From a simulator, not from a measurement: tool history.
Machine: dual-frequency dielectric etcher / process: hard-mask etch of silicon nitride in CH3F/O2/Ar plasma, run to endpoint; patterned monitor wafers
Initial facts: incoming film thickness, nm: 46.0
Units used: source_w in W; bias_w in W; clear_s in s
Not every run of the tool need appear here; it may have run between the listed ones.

{"run": 1, "hour": 0.0, "source_w": 370, "bias_w": 72, "clear_s": 66.052}
{"run": 2, "hour": 4.8, "source_w": 350, "bias_w": 71, "clear_s": 67.459}
{"run": 3, "hour": 12.5, "source_w": 380, "bias_w": 71, "clear_s": 66.174}
{"run": 4, "hour": 17.3, "source_w": 380, "bias_w": 79, "clear_s": 62.654}
{"run": 5, "hour": 26.2, "source_w": 350, "bias_w": 77, "clear_s": 64.823}
{"run": 6, "hour": 33.8, "source_w": 330, "bias_w": 75, "clear_s": 66.921}

Predict the results of run 7:
{"run": 7, "hour": 37.4, "source_w": 310, "bias_w": 74, "clear_s": "?"}

clear_s: 69.072 s
